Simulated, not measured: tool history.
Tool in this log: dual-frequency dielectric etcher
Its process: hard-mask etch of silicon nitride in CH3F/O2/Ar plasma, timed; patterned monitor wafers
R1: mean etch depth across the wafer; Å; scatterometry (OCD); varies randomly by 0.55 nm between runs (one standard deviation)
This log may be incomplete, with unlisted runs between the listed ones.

Run 1, hour 0: source power (kW) 0.5, bias power (kW) 0.079, etch time (s) 135. Result: R1 1048.6 Å.
Run 2, hour 2.3: source power (kW) 0.46, bias power (kW) 0.077, etch time (s) 135. Result: R1 994.98 Å.
Run 3, hour 7.6: source power (kW) 0.44, bias power (kW) 0.076, etch time (s) 135. Result: R1 961.13 Å.
Run 4, hour 11.5: source power (kW) 0.44, bias power (kW) 0.076, etch time (s) 135. Result: R1 964.13 Å.
Run 5, hour 17.1: source power (kW) 0.44, bias power (kW) 0.087, etch time (s) 135. Result: R1 1034.6 Å.
Run 6, hour 24.1: source power (kW) 0.48, bias power (kW) 0.087, etch time (s) 135. Result: R1 1072.4 Å.
Run 7, hour 27.5: source power (kW) 0.44, bias power (kW) 0.086, etch time (s) 135. Result: R1 1026.8 Å.
Run 8, hour 36: source power (kW) 0.41, bias power (kW) 0.085, etch time (s) 135. Result: R1 977.01 Å.

The next listed run, before its measurement:
Run 9, hour 37: source power (kW) 0.4, bias power (kW) 0.085, etch time (s) 135. Result: R1 ?.

Run 9 produced R1 962.78 Å.
